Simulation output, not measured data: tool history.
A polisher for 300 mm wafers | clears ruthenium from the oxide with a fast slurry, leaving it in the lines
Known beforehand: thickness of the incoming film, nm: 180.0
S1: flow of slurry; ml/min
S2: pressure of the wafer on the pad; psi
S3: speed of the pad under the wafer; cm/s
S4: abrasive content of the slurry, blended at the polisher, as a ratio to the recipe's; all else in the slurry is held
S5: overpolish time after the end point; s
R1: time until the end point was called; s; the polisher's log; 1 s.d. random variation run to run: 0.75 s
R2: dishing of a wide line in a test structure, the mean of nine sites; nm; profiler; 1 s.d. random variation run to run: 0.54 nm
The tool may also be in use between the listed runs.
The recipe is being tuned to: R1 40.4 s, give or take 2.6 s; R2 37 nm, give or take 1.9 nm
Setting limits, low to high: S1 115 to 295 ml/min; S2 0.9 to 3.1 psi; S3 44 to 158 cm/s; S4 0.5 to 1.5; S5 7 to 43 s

run    day   S1   S2   S3  S4  S5      R1      R2
  1      0  190    2  100   1  22  58.064  42.019
  2  0.096  175    2  100   1  22  60.058  41.861
  3  0.467  180  2.1  100   1  21  55.968  41.593
  4  0.646  185  2.2  100   1  20  53.232  41.168
  5  0.729  190  2.3  100   1  19  51.077  40.706
  6  0.871  190  2.1  100   1  19  56.719  38.454
  7  1.029  190  2.2  100   1  18  53.475  39.443
  8  1.092  190  2.3  100   1  17  51.782  37.335
  9  1.167  190  2.4  100   1  16   48.92  37.233
 10  1.475  190  2.5  100   1  16  49.128   38.77
 11  1.667  195  2.6  100   1  15  48.055  37.119
 12  1.954  195  2.7  100   1  15  43.871  38.792
 13  2.238  195  2.8  100   1  13  45.769  35.774
 14  2.579  200  2.8  100   1  13  42.877  34.552

Exactly one of the 4 candidate moves below puts every result within its allowed miss. Which one?
  A  2.921  240  2.8  126  1.05  11   ?   ?
  B  2.921  255  2.9   86  0.95  12   ?   ?
  C  2.921  215  3.1  118   0.7  13   ?   ?
  D  2.921  220  3.1  114  0.95  10   ?   ?

move      R1      R2
   A  35.144  34.913
   B  46.668  29.657
   C  40.655  35.524
   D  36.654  31.171
A: misses by more than the last run did
B: misses by more than the last run did
C: hits every target within its allowed miss
D: misses by more than the last run did
C is the move that brings every result within its allowed miss.
